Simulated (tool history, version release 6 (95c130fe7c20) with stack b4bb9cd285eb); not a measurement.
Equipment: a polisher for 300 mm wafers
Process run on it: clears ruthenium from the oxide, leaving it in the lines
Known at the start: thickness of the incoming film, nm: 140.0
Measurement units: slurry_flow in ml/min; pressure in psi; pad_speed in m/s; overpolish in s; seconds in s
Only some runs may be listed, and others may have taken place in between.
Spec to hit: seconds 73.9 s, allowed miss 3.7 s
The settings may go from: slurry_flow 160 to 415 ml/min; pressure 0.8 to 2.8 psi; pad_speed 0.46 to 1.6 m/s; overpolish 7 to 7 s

run 1 hour=0 | slurry_flow=265 pressure=1.8 pad_speed=1.02 overpolish=7 | seconds=148.36
run 2 hour=6.9 | slurry_flow=265 pressure=1.8 pad_speed=1.02 overpolish=7 | seconds=147.31
run 3 hour=10 | slurry_flow=265 pressure=1.9 pad_speed=1.04 overpolish=7 | seconds=137.66
run 4 hour=16.7 | slurry_flow=265 pressure=2 pad_speed=1.06 overpolish=7 | seconds=131.05
run 5 hour=17.8 | slurry_flow=265 pressure=1.8 pad_speed=1.06 overpolish=7 | seconds=143.24
run 6 hour=26 | slurry_flow=265 pressure=1.9 pad_speed=1.08 overpolish=7 | seconds=132.26
run 7 hour=30.5 | slurry_flow=265 pressure=2 pad_speed=1.1 overpolish=7 | seconds=124.76
run 8 hour=34.5 | slurry_flow=270 pressure=2.5 pad_speed=1.28 overpolish=7 | seconds=88.585

Below are 5 possible settings for the next run. Only one of them brings all results inside the allowed miss of their targets. Which is it?
run A hour=38.5 | slurry_flow=265 pressure=2.6 pad_speed=1.36 overpolish=7 | seconds=?
run B hour=38.5 | slurry_flow=320 pressure=2.6 pad_speed=1.44 overpolish=7 | seconds=?
run C hour=38.5 | slurry_flow=275 pressure=2.7 pad_speed=1.3 overpolish=7 | seconds=?
run D hour=38.5 | slurry_flow=315 pressure=2.7 pad_speed=1.58 overpolish=7 | seconds=?
run E hour=38.5 | slurry_flow=250 pressure=2.5 pad_speed=1.4 overpolish=7 | seconds=?

move=A seconds=81.183
move=B seconds=75.687
move=C seconds=81.131
move=D seconds=67.159
move=E seconds=82.742
A: better than the last run, though not everything is in spec
B: all results land within tolerance of their targets
C: better than the last run, though not everything is in spec
D: takes the result that was furthest off past its target
E: better than the last run, though not everything is in spec
B meets every target.
